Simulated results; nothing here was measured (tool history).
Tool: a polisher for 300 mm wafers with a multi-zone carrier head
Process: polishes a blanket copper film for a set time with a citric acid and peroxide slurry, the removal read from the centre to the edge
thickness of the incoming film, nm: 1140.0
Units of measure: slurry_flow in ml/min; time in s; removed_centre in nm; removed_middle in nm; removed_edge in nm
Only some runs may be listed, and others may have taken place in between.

run  hour  slurry_flow  centre_zone  middle_zone  edge_zone  slurry_solids  time  removed_centre  removed_middle  removed_edge
  1     0          275            1            1          1              1    70          156.59          154.79        156.61
  2   3.7          285         1.04            1       1.05           1.15    71          165.79          162.85        169.94
  3   7.4          285         1.04         0.93       1.05           1.15    71          166.54          152.08        168.41
  4  14.1          300         1.08         0.94       1.06           1.25    72          181.19          162.09        176.49
  5  15.5          300         1.08         0.94       1.02           1.25    72          184.34          162.18        172.53
  6  16.9          315         1.11         0.95       1.06           1.35    72          190.27          164.71        178.89
  7  17.7          320         1.13         0.97       1.08            1.4    73          196.93          171.06        184.05
  8  22.7          325         1.14         0.98        1.1           1.45    74          203.94          178.93        190.38

Predict the results of run 9:
  9  24.2          365         1.18         0.98       1.19            1.5    74               ?               ?             ?

Run 9 produced removed_centre 213.91 nm, removed_middle 180.48 nm, removed_edge 201.79 nm.
